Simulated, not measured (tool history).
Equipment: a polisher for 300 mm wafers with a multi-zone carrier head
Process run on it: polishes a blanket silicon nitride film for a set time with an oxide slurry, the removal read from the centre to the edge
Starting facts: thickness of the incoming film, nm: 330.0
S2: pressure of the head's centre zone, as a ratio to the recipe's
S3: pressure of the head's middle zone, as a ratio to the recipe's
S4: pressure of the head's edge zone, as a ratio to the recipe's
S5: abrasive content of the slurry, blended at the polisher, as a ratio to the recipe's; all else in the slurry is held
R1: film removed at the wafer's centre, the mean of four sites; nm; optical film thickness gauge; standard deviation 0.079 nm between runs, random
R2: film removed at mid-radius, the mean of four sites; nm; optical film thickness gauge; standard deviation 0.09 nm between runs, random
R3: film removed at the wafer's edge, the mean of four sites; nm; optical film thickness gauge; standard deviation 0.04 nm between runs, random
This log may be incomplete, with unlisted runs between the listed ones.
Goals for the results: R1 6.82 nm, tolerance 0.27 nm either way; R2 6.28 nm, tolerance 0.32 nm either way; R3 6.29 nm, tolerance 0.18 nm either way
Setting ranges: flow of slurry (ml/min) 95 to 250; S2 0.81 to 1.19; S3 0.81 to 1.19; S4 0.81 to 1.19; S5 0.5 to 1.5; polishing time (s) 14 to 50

run 1 hour=0 | flow_of_slurry_(ml/min)=160 S2=1 S3=1 S4=1 S5=1 polishing_time_(s)=32 | R1=13.191 R2=13.175 R3=13.23
run 2 hour=8.5 | flow_of_slurry_(ml/min)=155 S2=1.01 S3=0.98 S4=0.97 S5=0.85 polishing_time_(s)=28 | R1=10.615 R2=10.459 R3=10.514
run 3 hour=16.5 | flow_of_slurry_(ml/min)=155 S2=1.05 S3=0.98 S4=0.97 S5=0.85 polishing_time_(s)=28 | R1=10.888 R2=10.438 R3=10.361
run 4 hour=19.6 | flow_of_slurry_(ml/min)=155 S2=1.05 S3=0.98 S4=0.97 S5=0.85 polishing_time_(s)=32 | R1=12.604 R2=11.909 R3=11.846
run 5 hour=22.1 | flow_of_slurry_(ml/min)=150 S2=1.05 S3=0.96 S4=0.94 S5=0.75 polishing_time_(s)=29 | R1=10.478 R2=9.7204 R3=9.8917
run 6 hour=24.9 | flow_of_slurry_(ml/min)=150 S2=1.05 S3=1.01 S4=0.94 S5=0.75 polishing_time_(s)=29 | R1=10.685 R2=10.393 R3=9.9175
run 7 hour=30.5 | flow_of_slurry_(ml/min)=145 S2=1.05 S3=0.99 S4=0.91 S5=0.7 polishing_time_(s)=27 | R1=9.4661 R2=9.0341 R3=8.7206
run 8 hour=35.2 | flow_of_slurry_(ml/min)=140 S2=1.04 S3=0.97 S4=0.89 S5=0.65 polishing_time_(s)=26 | R1=8.5881 R2=7.9487 R3=7.9395
run 9 hour=40 | flow_of_slurry_(ml/min)=135 S2=1.03 S3=0.97 S4=0.87 S5=0.6 polishing_time_(s)=26 | R1=8.0261 R2=7.7986 R3=7.4362
run 10 hour=45.3 | flow_of_slurry_(ml/min)=130 S2=1.03 S3=0.95 S4=0.85 S5=0.55 polishing_time_(s)=26 | R1=7.6684 R2=7.0497 R3=6.8755
run 11 hour=48.4 | flow_of_slurry_(ml/min)=125 S2=1.02 S3=0.94 S4=0.84 S5=0.55 polishing_time_(s)=26 | R1=7.3818 R2=7.0592 R3=6.7689
run 12 hour=55.7 | flow_of_slurry_(ml/min)=120 S2=1.02 S3=0.92 S4=0.84 S5=0.55 polishing_time_(s)=26 | R1=7.2023 R2=6.8908 R3=6.7811
run 13 hour=57.2 | flow_of_slurry_(ml/min)=120 S2=1.03 S3=0.91 S4=0.83 S5=0.55 polishing_time_(s)=26 | R1=7.3923 R2=6.741 R3=6.7375
run 14 hour=60.9 | flow_of_slurry_(ml/min)=115 S2=1.03 S3=0.91 S4=0.82 S5=0.55 polishing_time_(s)=26 | R1=7.1426 R2=6.6273 R3=6.6019
run 15 hour=66.1 | flow_of_slurry_(ml/min)=110 S2=1.03 S3=0.91 S4=0.82 S5=0.55 polishing_time_(s)=26 | R1=7.0705 R2=6.4602 R3=6.6003

Below are 5 possible settings for the next run. Only one of them brings all results inside the allowed miss of their targets. Which is it?
run A hour=71.3 | flow_of_slurry_(ml/min)=180 S2=0.99 S3=1.01 S4=0.81 S5=0.7 polishing_time_(s)=20 | R1=? R2=? R3=?
run B hour=71.3 | flow_of_slurry_(ml/min)=95 S2=0.98 S3=0.82 S4=0.93 S5=0.7 polishing_time_(s)=24 | R1=? R2=? R3=?
run C hour=71.3 | flow_of_slurry_(ml/min)=105 S2=1.04 S3=0.92 S4=0.81 S5=0.5 polishing_time_(s)=27 | R1=? R2=? R3=?
run D hour=71.3 | flow_of_slurry_(ml/min)=190 S2=1.06 S3=1.01 S4=0.81 S5=0.55 polishing_time_(s)=22 | R1=? R2=? R3=?
run E hour=71.3 | flow_of_slurry_(ml/min)=95 S2=1.01 S3=0.92 S4=0.85 S5=0.6 polishing_time_(s)=27 | R1=? R2=? R3=?

move=A R1=6.9162 R2=7.0387 R3=6.321
move=B R1=6.8021 R2=6.0226 R3=7.213
move=C R1=6.8696 R2=6.2602 R3=6.326
move=D R1=7.1129 R2=6.7479 R3=6.0476
move=E R1=7.2041 R2=6.7985 R3=7.0983
A: the furthest-off result lands on target, but another misses its tolerance
B: lands further from the targets than the last run did
C: each result inside its tolerance
D: the result that was furthest off in the last run now lies on the other side of its target
E: lands further from the targets than the last run did
The move that meets every target is C.

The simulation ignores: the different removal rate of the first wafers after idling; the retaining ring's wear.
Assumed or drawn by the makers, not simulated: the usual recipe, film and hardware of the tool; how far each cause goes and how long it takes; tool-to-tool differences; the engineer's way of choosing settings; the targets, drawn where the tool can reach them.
